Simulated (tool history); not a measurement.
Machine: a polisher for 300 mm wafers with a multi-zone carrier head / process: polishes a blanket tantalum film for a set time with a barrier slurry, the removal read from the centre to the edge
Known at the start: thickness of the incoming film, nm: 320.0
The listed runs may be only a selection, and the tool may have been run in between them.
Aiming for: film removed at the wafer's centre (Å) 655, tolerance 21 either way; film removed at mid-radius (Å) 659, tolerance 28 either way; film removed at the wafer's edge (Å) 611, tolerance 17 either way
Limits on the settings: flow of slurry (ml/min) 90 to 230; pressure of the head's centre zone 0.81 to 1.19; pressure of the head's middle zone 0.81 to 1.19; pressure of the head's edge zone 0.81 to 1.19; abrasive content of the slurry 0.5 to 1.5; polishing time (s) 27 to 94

| run | day | flow of slurry (ml/min) | pressure of the head's centre zone | pressure of the head's middle zone | pressure of the head's edge zone | abrasive content of the slurry | polishing time (s) | film removed at the wafer's centre (Å) | film removed at mid-radius (Å) | film removed at the wafer's edge (Å) |
|---|---|---|---|---|---|---|---|---|---|---|
| 1 | 0 | 150 | 1 | 1 | 1 | 1 | 60 | 1151.8 | 1168.4 | 1155.6 |
| 2 | 0.096 | 150 | 1 | 1 | 1.05 | 1 | 60 | 1146.4 | 1156.5 | 1190.1 |
| 3 | 0.438 | 150 | 0.97 | 1 | 1.05 | 1 | 60 | 1112.8 | 1171.4 | 1192 |
| 4 | 0.5 | 150 | 0.97 | 1 | 1.02 | 0.9 | 56 | 1002.5 | 1042.5 | 1051.1 |
| 5 | 0.788 | 150 | 0.97 | 1.04 | 1.02 | 0.9 | 56 | 1005.7 | 1038.9 | 1049.7 |
| 6 | 1.025 | 145 | 0.97 | 1.05 | 0.99 | 0.85 | 54 | 931.16 | 1003.8 | 963.53 |
| 7 | 1.342 | 145 | 0.98 | 1.04 | 0.97 | 0.8 | 52 | 873.02 | 935.03 | 892.72 |
| 8 | 1.408 | 140 | 0.99 | 1.02 | 0.95 | 0.75 | 51 | 835.04 | 858.82 | 842.14 |
| 9 | 1.442 | 135 | 1.01 | 1.05 | 0.85 | 0.5 | 40 | 486.14 | 491.73 | 449.06 |
| 10 | 1.608 | 145 | 1.01 | 1.05 | 0.87 | 0.5 | 40 | 491.95 | 492.1 | 463.56 |
| 11 | 1.771 | 145 | 1.03 | 1.07 | 0.9 | 0.5 | 40 | 498.88 | 510.75 | 475.33 |
| 12 | 2.1 | 145 | 1.05 | 1.08 | 0.92 | 0.55 | 40 | 566.27 | 551.35 | 520.16 |
| 13 | 2.454 | 145 | 1.05 | 1.1 | 0.94 | 0.55 | 40 | 552.41 | 577.77 | 527.46 |
| 14 | 2.479 | 145 | 1.07 | 1.11 | 0.96 | 0.55 | 40 | 561.91 | 579.49 | 533.11 |
| 15 | 2.538 | 150 | 1.08 | 1.12 | 0.98 | 0.55 | 40 | 576.4 | 580.29 | 536.89 |
| 16 | 2.812 | 150 | 1.09 | 1.13 | 1 | 0.55 | 40 | 585.25 | 577.56 | 542.74 |
| 17 | 3.183 | 155 | 1.09 | 1.14 | 1.01 | 0.55 | 40 | 582.08 | 588.75 | 542.9 |

4 candidate next runs follow, results not yet known. Just one meets every target within its allowed miss. Identify it.
| A | 3.554 | 130 | 0.91 | 1.19 | 1.02 | 0.6 | 45 | ? | ? | ? |
| B | 3.554 | 90 | 0.87 | 1.19 | 1.05 | 0.6 | 48 | ? | ? | ? |
| C | 3.554 | 155 | 1.09 | 1.16 | 1.01 | 0.5 | 49 | ? | ? | ? |
| D | 3.554 | 100 | 1.12 | 0.9 | 1.14 | 0.5 | 51 | ? | ? | ? |

| move | film removed at the wafer's centre (Å) | film removed at mid-radius (Å) | film removed at the wafer's edge (Å) |
|---|---|---|---|
| A | 586.43 | 704.7 | 651.06 |
| B | 549.21 | 694.95 | 667.3 |
| C | 660.08 | 660.54 | 611.67 |
| D | 638.55 | 548.91 | 638.59 |
A: pushes the last run's worst result past its target
B: pushes the last run's worst result past its target
C: all results in spec
D: pushes the last run's worst result past its target
The right move is C.

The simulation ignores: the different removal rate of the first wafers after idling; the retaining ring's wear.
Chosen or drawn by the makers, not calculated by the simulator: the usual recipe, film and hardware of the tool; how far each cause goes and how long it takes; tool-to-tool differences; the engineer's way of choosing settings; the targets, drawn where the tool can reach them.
